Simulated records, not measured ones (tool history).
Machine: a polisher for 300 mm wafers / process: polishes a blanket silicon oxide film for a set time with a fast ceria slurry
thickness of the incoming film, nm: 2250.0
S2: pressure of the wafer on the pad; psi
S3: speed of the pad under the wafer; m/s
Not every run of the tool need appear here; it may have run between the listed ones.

Run 1, hour 0.0: flow of slurry (ml/min) 195, S2 3.4 psi, S3 0.92 m/s, polishing time (s) 61. Result: film removed (angstrom) 12793.0.
Run 2, hour 4.2: flow of slurry (ml/min) 195, S2 3.4 psi, S3 0.92 m/s, polishing time (s) 64. Result: film removed (angstrom) 13198.0.
Run 3, hour 11.2: flow of slurry (ml/min) 195, S2 2.8 psi, S3 0.80 m/s, polishing time (s) 63. Result: film removed (angstrom) 9655.8.
Run 4, hour 12.0: flow of slurry (ml/min) 195, S2 2.0 psi, S3 0.80 m/s, polishing time (s) 63. Result: film removed (angstrom) 6979.5.
Run 5, hour 14.3: flow of slurry (ml/min) 195, S2 2.4 psi, S3 0.80 m/s, polishing time (s) 63. Result: film removed (angstrom) 8162.3.
Run 6, hour 21.0: flow of slurry (ml/min) 195, S2 2.1 psi, S3 0.76 m/s, polishing time (s) 63. Result: film removed (angstrom) 6972.3.
Run 7, hour 21.9: flow of slurry (ml/min) 195, S2 2.1 psi, S3 0.76 m/s, polishing time (s) 63. Result: film removed (angstrom) 6916.4.
Run 8, hour 24.3: flow of slurry (ml/min) 195, S2 1.9 psi, S3 0.74 m/s, polishing time (s) 63. Result: film removed (angstrom) 6142.1.
Run 9, hour 26.7: flow of slurry (ml/min) 195, S2 1.8 psi, S3 0.74 m/s, polishing time (s) 63. Result: film removed (angstrom) 5719.9.
Run 10, hour 35.5: flow of slurry (ml/min) 195, S2 1.8 psi, S3 0.74 m/s, polishing time (s) 63. Result: film removed (angstrom) 5913.9.

Estimate the outcome of run 11 from the log above:
Run 11, hour 38.8: flow of slurry (ml/min) 195, S2 1.5 psi, S3 0.70 m/s, polishing time (s) 63. Result: film removed (angstrom) ?.

film removed (angstrom): 4585.2
